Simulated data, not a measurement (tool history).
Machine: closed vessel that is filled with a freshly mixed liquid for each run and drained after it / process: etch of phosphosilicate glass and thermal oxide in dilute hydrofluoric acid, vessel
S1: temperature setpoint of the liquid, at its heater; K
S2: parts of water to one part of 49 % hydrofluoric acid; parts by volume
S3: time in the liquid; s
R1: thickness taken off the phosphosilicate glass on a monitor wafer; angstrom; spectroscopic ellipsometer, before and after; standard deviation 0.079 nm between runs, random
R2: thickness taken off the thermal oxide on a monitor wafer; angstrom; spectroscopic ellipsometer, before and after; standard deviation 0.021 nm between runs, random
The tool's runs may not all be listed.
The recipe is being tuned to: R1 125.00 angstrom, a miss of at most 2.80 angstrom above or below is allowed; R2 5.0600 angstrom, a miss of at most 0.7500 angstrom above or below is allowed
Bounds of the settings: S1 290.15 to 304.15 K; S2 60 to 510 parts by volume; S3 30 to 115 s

run 1 day=0.000 | S1=296.15 S2=285 S3=60 | R1=191.55 R2=7.4629
run 2 day=0.229 | S1=297.65 S2=285 S3=60 | R1=201.24 R2=7.9600
run 3 day=0.338 | S1=297.65 S2=345 S3=60 | R1=156.70 R2=6.1209
run 4 day=0.367 | S1=296.15 S2=345 S3=60 | R1=149.09 R2=6.1809
run 5 day=0.496 | S1=294.15 S2=345 S3=60 | R1=139.15 R2=5.6235
run 6 day=0.867 | S1=295.65 S2=345 S3=60 | R1=146.05 R2=5.4299
run 7 day=0.946 | S1=294.65 S2=345 S3=60 | R1=143.02 R2=6.0987
run 8 day=1.229 | S1=294.65 S2=345 S3=60 | R1=141.72 R2=5.7150
run 9 day=1.546 | S1=293.65 S2=345 S3=60 | R1=136.22 R2=5.5781
run 10 day=1.629 | S1=293.15 S2=345 S3=60 | R1=134.14 R2=5.2971

Exercise: of the 4 proposed moves below, exactly one satisfies all targets within the stated allowed misses. Which move is it?
run A day=1.712 | S1=290.15 S2=185 S3=35 | R1=? R2=?
run B day=1.712 | S1=293.15 S2=365 S3=60 | R1=? R2=?
run C day=1.712 | S1=295.15 S2=420 S3=75 | R1=? R2=?
run D day=1.712 | S1=293.65 S2=330 S3=50 | R1=? R2=?

move=A R1=150.36 R2=5.8489
move=B R1=124.76 R2=4.8531
move=C R1=138.55 R2=5.3897
move=D R1=120.64 R2=4.6931
A: its largest miss is bigger than the last run's
B: every result within its allowed miss
C: its largest miss is bigger than the last run's
D: moves the result that the last run missed by most past its target, out the other side
B is the move that brings every result within its allowed miss.
